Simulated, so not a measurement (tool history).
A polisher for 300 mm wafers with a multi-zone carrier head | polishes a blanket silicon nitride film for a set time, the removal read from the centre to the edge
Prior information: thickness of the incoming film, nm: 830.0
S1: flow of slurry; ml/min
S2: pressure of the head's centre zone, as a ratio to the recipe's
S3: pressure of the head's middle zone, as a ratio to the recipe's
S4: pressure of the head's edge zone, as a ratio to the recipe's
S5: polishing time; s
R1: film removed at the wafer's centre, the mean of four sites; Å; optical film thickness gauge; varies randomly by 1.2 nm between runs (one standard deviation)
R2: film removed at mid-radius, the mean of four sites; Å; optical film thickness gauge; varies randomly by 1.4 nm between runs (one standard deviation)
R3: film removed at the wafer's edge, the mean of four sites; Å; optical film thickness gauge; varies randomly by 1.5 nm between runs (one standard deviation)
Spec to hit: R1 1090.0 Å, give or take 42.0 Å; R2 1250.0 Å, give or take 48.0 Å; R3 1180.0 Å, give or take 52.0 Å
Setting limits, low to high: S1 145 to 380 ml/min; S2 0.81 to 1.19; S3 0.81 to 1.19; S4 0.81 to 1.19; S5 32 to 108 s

{"run": 1, "day": 0.0, "S1": 245, "S2": 1.0, "S3": 1.0, "S4": 1.0, "S5": 70, "R1": 1502.2, "R2": 1569.2, "R3": 1516.2}
{"run": 2, "day": 0.212, "S1": 245, "S2": 0.92, "S3": 1.0, "S4": 1.0, "S5": 70, "R1": 1383.7, "R2": 1575.2, "R3": 1510.5}
{"run": 3, "day": 0.329, "S1": 245, "S2": 0.92, "S3": 1.06, "S4": 1.0, "S5": 70, "R1": 1398.9, "R2": 1628.1, "R3": 1484.8}
{"run": 4, "day": 0.429, "S1": 240, "S2": 0.91, "S3": 1.03, "S4": 0.98, "S5": 65, "R1": 1320.1, "R2": 1493.8, "R3": 1401.1}
{"run": 5, "day": 0.658, "S1": 240, "S2": 0.89, "S3": 1.03, "S4": 0.98, "S5": 61, "R1": 1185.8, "R2": 1422.8, "R3": 1318.8}
{"run": 6, "day": 0.875, "S1": 240, "S2": 0.95, "S3": 1.03, "S4": 0.98, "S5": 61, "R1": 1273.1, "R2": 1405.8, "R3": 1300.6}
{"run": 7, "day": 1.225, "S1": 215, "S2": 0.87, "S3": 0.96, "S4": 0.9, "S5": 55, "R1": 1028.8, "R2": 1153.9, "R3": 1111.3}
{"run": 8, "day": 1.275, "S1": 230, "S2": 0.88, "S3": 0.97, "S4": 0.91, "S5": 55, "R1": 1065.0, "R2": 1178.8, "R3": 1128.0}

Exercise: of the 4 proposed moves below, exactly one satisfies all targets within the stated allowed misses. Which move is it?
{"run": "A", "day": 1.325, "S1": 250, "S2": 0.87, "S3": 0.85, "S4": 1.07, "S5": 58, "R1": "?", "R2": "?", "R3": "?"}
{"run": "B", "day": 1.325, "S1": 245, "S2": 0.94, "S3": 0.97, "S4": 1.03, "S5": 53, "R1": "?", "R2": "?", "R3": "?"}
{"run": "C", "day": 1.325, "S1": 215, "S2": 0.88, "S3": 0.98, "S4": 0.9, "S5": 58, "R1": "?", "R2": "?", "R3": "?"}
{"run": "D", "day": 1.325, "S1": 215, "S2": 0.95, "S3": 0.81, "S4": 0.96, "S5": 60, "R1": "?", "R2": "?", "R3": "?"}

move=A R1=1106.3 R2=1148.7 R3=1271.6
move=B R1=1087.7 R2=1169.0 R3=1137.4
move=C R1=1102.5 R2=1275.6 R3=1158.5
move=D R1=1226.1 R2=1126.4 R3=1237.0
A: the biggest miss grows against the last run
B: the biggest miss grows against the last run
C: all results land within tolerance of their targets
D: the biggest miss grows against the last run
Correct choice: C, which meets every target
